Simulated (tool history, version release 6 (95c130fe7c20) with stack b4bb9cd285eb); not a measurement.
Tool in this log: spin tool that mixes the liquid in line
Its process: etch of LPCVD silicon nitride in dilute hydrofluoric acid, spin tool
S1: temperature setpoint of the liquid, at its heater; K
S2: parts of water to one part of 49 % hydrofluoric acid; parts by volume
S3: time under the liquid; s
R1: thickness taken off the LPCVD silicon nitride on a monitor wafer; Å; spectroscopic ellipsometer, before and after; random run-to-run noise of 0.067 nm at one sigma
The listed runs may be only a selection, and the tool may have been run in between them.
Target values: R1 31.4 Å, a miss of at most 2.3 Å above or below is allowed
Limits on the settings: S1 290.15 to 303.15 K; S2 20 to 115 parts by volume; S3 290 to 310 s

run  hour      S1  S2   S3      R1
  1     0  295.15  65  290  19.299
  2   5.3  296.15  65  290  20.846
  3  11.1  296.15  65  310  22.621
  4  14.8  296.65  65  310  23.475
  5  17.5  297.15  65  310  23.785
  6    20  297.65  65  310  25.223
  7  21.6  298.15  65  310   25.68
  8  29.7  298.65  65  310  26.756
  9  38.2  299.15  65  310  28.426
 10  42.3  299.65  65  310   27.15

Which one of the following 5 next-run settings gets every result inside its allowed miss? There is exactly one.
  A  46.4  300.15  70  300   ?
  B  46.4  301.15  70  290   ?
  C  46.4  299.65  70  310   ?
  D  46.4  299.15  70  310   ?
  E  46.4  301.15  60  295   ?

move      R1
   A  26.244
   B  27.073
   C  26.246
   D  25.399
   E  32.086
A: its largest miss is bigger than the last run's
B: no nearer and no further than the last run
C: its largest miss is bigger than the last run's
D: its largest miss is bigger than the last run's
E: meets every target
So the answer is move E, the one that meets all the targets.

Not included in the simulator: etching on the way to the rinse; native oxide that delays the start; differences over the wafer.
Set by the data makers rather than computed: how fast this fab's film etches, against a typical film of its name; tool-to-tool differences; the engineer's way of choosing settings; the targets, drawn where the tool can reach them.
